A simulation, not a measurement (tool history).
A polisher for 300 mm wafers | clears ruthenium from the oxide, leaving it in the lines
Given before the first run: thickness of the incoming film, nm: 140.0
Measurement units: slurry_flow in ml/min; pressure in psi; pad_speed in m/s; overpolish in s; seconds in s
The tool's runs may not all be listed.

run,hour,slurry_flow,pressure,pad_speed,overpolish,seconds
1,0.0,170,2.4,1.10,42,103.03
2,8.0,170,2.4,0.86,42,131.31
3,10.4,170,2.4,0.86,44,131.58
4,11.3,170,2.4,0.86,44,131.73
5,14.5,170,2.4,0.86,44,130.65
6,20.3,170,2.4,0.86,44,129.49

Forecast run 7:
7,21.8,170,2.6,0.88,44,?

{"run 7": {"seconds": 117.66}}
